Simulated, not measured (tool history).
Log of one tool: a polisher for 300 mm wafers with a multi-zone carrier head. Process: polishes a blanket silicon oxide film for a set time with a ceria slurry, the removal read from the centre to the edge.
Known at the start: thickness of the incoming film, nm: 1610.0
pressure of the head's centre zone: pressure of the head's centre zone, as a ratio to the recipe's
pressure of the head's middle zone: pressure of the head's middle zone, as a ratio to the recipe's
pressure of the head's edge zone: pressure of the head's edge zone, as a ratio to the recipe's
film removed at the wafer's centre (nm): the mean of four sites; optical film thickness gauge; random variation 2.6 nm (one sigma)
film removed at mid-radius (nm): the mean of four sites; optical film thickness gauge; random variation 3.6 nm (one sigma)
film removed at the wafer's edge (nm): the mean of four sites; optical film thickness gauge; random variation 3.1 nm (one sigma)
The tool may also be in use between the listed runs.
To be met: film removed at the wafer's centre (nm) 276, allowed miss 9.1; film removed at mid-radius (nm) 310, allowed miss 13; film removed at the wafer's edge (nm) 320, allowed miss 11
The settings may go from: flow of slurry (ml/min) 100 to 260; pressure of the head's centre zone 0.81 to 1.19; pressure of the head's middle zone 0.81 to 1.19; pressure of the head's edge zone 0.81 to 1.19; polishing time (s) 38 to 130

| run | hour | flow of slurry (ml/min) | pressure of the head's centre zone | pressure of the head's middle zone | pressure of the head's edge zone | polishing time (s) | film removed at the wafer's centre (nm) | film removed at mid-radius (nm) | film removed at the wafer's edge (nm) |
|---|---|---|---|---|---|---|---|---|---|
| 1 | 0 | 165 | 1 | 1 | 1 | 84 | 462.42 | 447.08 | 470.5 |
| 2 | 2.3 | 165 | 1 | 1 | 1 | 69 | 375.53 | 372.44 | 383.9 |
| 3 | 7.4 | 180 | 1 | 1 | 1 | 69 | 390.8 | 371.23 | 388.07 |
| 4 | 16 | 220 | 1 | 1 | 1 | 69 | 395.57 | 390.39 | 390.48 |
| 5 | 24.4 | 220 | 1.05 | 1 | 1 | 69 | 419.13 | 393.93 | 391.26 |
| 6 | 26.8 | 220 | 1.05 | 1 | 1 | 83 | 510.7 | 469.64 | 475.16 |
| 7 | 29 | 215 | 1.01 | 0.99 | 0.98 | 78 | 458.08 | 430.51 | 442.27 |
| 8 | 32 | 210 | 0.98 | 0.99 | 0.98 | 74 | 413.37 | 415.82 | 415.83 |
| 9 | 37.4 | 205 | 0.95 | 0.97 | 0.97 | 70 | 381.58 | 384.91 | 392.75 |
|  | 44.4 | slurry nozzle cleaned |
| 10 | 44.4 | 195 | 0.93 | 0.96 | 0.96 | 67 | 377.49 | 388.01 | 389.72 |
| 11 | 47.1 | 190 | 0.93 | 0.98 | 0.99 | 65 | 362.06 | 376.23 | 383.9 |
| 12 | 53.2 | 180 | 0.91 | 0.97 | 0.98 | 62 | 336.49 | 352.93 | 360.2 |
| 13 | 57.1 | 170 | 0.9 | 0.97 | 0.98 | 60 | 328.15 | 346.6 | 346.95 |
| 14 | 63.2 | 165 | 0.88 | 0.97 | 0.99 | 58 | 299.21 | 325.39 | 336.15 |

Which of these 4 next moves meets every target?
| A | 69.3 | 140 | 0.9 | 0.81 | 1.05 | 63 | ? | ? | ? |
| B | 69.3 | 155 | 0.84 | 0.95 | 1.06 | 58 | ? | ? | ? |
| C | 69.3 | 140 | 0.99 | 0.94 | 0.98 | 56 | ? | ? | ? |
| D | 69.3 | 160 | 0.86 | 0.99 | 1.01 | 55 | ? | ? | ? |

| move | film removed at the wafer's centre (nm) | film removed at mid-radius (nm) | film removed at the wafer's edge (nm) |
|---|---|---|---|
| A | 329.04 | 309.17 | 364.28 |
| B | 288.57 | 320.99 | 339.86 |
| C | 320.72 | 303.04 | 313.61 |
| D | 281.32 | 314.45 | 316.26 |
A: further off than the last run
B: nearer than the last run, and not there yet
C: further off than the last run
D: meets every target
The right move is D.

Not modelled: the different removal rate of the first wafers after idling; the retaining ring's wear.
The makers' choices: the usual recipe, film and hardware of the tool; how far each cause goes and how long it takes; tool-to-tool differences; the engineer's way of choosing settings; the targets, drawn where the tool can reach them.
